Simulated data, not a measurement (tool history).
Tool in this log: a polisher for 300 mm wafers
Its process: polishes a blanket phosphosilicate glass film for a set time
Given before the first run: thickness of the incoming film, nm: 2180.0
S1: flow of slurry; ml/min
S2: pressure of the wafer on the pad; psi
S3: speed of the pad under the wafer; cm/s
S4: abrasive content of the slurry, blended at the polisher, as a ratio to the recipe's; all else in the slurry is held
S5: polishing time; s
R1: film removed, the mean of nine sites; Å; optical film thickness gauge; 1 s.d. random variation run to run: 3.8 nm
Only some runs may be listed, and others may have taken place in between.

run    day   S1   S2   S3    S4  S5      R1
  1      0  285  2.1  102     1  57  2721.2
  2  0.204  285  2.1  102   0.8  57  2285.9
  3  0.512  290  2.4  110   0.8  57  2682.7
  4  0.746  290  2.4  132   0.8  57  2967.6
  5  0.908  290  2.4  132   0.7  57  2579.4
  6  1.242  295  2.6  138  0.75  57  3081.4
  7  1.292  295  2.7  144   0.8  57  3514.5
  8  1.592  295  2.8  148   0.8  57  3623.9
  9  1.946  300  2.9  150  0.85  57    4017
 10  2.175  300    3  152  0.85  57  4108.5
 11  2.404  300    3  154   0.9  57  4381.5
 12  2.438  300    3  156   0.9  57  4467.9
 13  2.792  300  3.1  158   0.9  57  4581.4

Run 14 comes next. What will it give?
 14    3  305  3.1  158  0.9  57   ?

{"run 14": {"R1": 4555.4}}
